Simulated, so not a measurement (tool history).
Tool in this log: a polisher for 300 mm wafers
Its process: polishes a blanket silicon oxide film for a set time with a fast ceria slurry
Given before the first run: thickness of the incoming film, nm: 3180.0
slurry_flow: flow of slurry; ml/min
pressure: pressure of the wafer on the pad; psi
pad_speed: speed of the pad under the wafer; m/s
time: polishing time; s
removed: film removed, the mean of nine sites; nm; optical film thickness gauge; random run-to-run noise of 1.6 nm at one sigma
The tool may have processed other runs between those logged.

Run 1, hour 0: slurry_flow 125 ml/min, pressure 2.9 psi, pad_speed 0.82 m/s, time 26 s. Result: removed 302.23 nm.
Run 2, hour 1.2: slurry_flow 140 ml/min, pressure 2.9 psi, pad_speed 0.82 m/s, time 26 s. Result: removed 309.07 nm.
Run 3, hour 2.2: slurry_flow 140 ml/min, pressure 2.4 psi, pad_speed 0.82 m/s, time 26 s. Result: removed 265.66 nm.
Run 4, hour 4.7: slurry_flow 135 ml/min, pressure 2.3 psi, pad_speed 0.82 m/s, time 26 s. Result: removed 251.92 nm.
Run 5, hour 12.5: slurry_flow 125 ml/min, pressure 2.2 psi, pad_speed 0.82 m/s, time 26 s. Result: removed 246.9 nm.
Run 6, hour 18.1: slurry_flow 110 ml/min, pressure 2.2 psi, pad_speed 0.82 m/s, time 26 s. Result: removed 239.3 nm.
Run 7, hour 22.9: slurry_flow 110 ml/min, pressure 2.2 psi, pad_speed 0.82 m/s, time 26 s. Result: removed 240.15 nm.
Run 8, hour 25.7: slurry_flow 110 ml/min, pressure 2.2 psi, pad_speed 0.82 m/s, time 26 s. Result: removed 240.37 nm.
Run 9, hour 31: slurry_flow 110 ml/min, pressure 2.1 psi, pad_speed 0.82 m/s, time 26 s. Result: removed 232.11 nm.
Run 10, hour 39.7: slurry_flow 85 ml/min, pressure 1.7 psi, pad_speed 0.82 m/s, time 26 s. Result: removed 190.5 nm.

What does the tool deliver on the next run?
Run 11, hour 47.2: slurry_flow 90 ml/min, pressure 1.7 psi, pad_speed 0.82 m/s, time 26 s. Result: removed ?.

removed: 190.72 nm

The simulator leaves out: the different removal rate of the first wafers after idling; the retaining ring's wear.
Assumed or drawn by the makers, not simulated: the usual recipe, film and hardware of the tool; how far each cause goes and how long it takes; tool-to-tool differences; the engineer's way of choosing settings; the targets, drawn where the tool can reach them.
